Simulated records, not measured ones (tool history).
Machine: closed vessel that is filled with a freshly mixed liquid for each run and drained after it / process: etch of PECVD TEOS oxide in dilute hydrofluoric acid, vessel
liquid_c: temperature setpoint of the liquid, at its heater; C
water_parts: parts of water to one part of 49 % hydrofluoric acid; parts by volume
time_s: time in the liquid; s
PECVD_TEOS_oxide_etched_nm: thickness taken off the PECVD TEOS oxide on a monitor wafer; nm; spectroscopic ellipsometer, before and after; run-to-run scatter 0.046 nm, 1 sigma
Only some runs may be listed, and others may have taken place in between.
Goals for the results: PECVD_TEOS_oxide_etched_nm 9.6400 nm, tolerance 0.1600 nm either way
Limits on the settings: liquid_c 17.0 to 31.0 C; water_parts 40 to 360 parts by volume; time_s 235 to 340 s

run	day	liquid_c	water_parts	time_s	PECVD_TEOS_oxide_etched_nm
1	0.000	23.0	200	340	15.7380
2	0.325	20.0	200	340	14.0420
3	0.538	20.0	265	340	9.9279
4	0.867	23.0	265	340	11.0770
5	0.954	23.0	265	340	11.0840
6	1.279	23.0	215	340	14.4900
7	1.575	22.0	220	340	13.4910
8	1.921	18.0	250	340	9.9390

Below are 5 possible settings for the next run. Only one of them brings all results inside the allowed miss of their targets. Which is it?
A	2.267	17.5	245	340	?
B	2.267	18.0	245	335	?
C	2.267	17.0	190	235	?
D	2.267	18.5	260	340	?
E	2.267	18.5	250	335	?

move	PECVD_TEOS_oxide_etched_nm
A	10.0250
B	10.0690
C	9.2348
D	9.6760
E	10.0090
A: moves away from the targets compared with the last run
B: moves away from the targets compared with the last run
C: moves the result that the last run missed by most past its target, out the other side
D: all results in spec
E: moves away from the targets compared with the last run
Correct choice: D, which meets every target

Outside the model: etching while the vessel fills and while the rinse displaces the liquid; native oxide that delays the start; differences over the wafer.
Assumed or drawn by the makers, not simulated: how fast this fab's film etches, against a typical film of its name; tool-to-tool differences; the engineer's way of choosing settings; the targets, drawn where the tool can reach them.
